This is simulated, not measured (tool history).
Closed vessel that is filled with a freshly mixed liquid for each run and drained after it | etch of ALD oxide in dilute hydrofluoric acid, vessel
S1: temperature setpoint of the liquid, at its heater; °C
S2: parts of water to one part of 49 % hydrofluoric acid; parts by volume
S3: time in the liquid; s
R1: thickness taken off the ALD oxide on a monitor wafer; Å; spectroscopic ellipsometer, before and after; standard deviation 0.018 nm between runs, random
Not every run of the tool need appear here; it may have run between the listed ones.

| run | hour | S1 | S2 | S3 | R1 |
|---|---|---|---|---|---|
| 1 | 0.0 | 23.0 | 120 | 45 | 58.371 |
| 2 | 8.2 | 22.0 | 130 | 45 | 51.482 |
| 3 | 8.9 | 24.5 | 130 | 45 | 56.516 |
| 4 | 11.4 | 24.5 | 130 | 45 | 56.455 |
| 5 | 12.6 | 22.5 | 130 | 45 | 52.211 |
| 6 | 19.5 | 22.5 | 130 | 30 | 34.951 |

Run 7 is up next; what results do you expect?
| 7 | 23.0 | 22.0 | 130 | 30 | ? |

R1: 34.121 Å
